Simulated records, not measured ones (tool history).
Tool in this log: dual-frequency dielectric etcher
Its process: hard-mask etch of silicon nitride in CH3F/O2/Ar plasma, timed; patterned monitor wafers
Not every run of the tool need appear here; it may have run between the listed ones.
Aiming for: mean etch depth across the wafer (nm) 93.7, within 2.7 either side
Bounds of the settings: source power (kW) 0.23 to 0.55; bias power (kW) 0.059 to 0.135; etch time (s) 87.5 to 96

run	hour	source power (kW)	bias power (kW)	etch time (s)	mean etch depth across the wafer (nm)
1	0	0.39	0.097	96	82.474
2	5.9	0.41	0.099	96	84.739
3	12.1	0.43	0.101	96	87.094
4	15.4	0.43	0.093	96	85.059
# hour 22.3: source power generator calibrated
5	22.3	0.45	0.095	96	85.673
6	26.8	0.45	0.095	96	85.454
7	35.7	0.46	0.098	96	87.212
8	39.1	0.47	0.101	96	89.127
9	44.3	0.48	0.102	96	90.006
10	50.8	0.49	0.103	96	90.861

Consider the 5 candidate settings below. Which is the only one whose results all fall within their allowed miss of target?
A	57.3	0.51	0.116	89.5	?
B	57.3	0.51	0.096	87.5	?
C	57.3	0.55	0.125	90	?
D	57.3	0.49	0.11	91	?
E	57.3	0.53	0.097	92.5	?

move	mean etch depth across the wafer (nm)
A	89.438
B	82.558
C	94.846
D	88.051
E	88.887
A: the biggest miss grows against the last run
B: the biggest miss grows against the last run
C: in spec on every target
D: the biggest miss grows against the last run
E: the biggest miss grows against the last run
C meets every target.

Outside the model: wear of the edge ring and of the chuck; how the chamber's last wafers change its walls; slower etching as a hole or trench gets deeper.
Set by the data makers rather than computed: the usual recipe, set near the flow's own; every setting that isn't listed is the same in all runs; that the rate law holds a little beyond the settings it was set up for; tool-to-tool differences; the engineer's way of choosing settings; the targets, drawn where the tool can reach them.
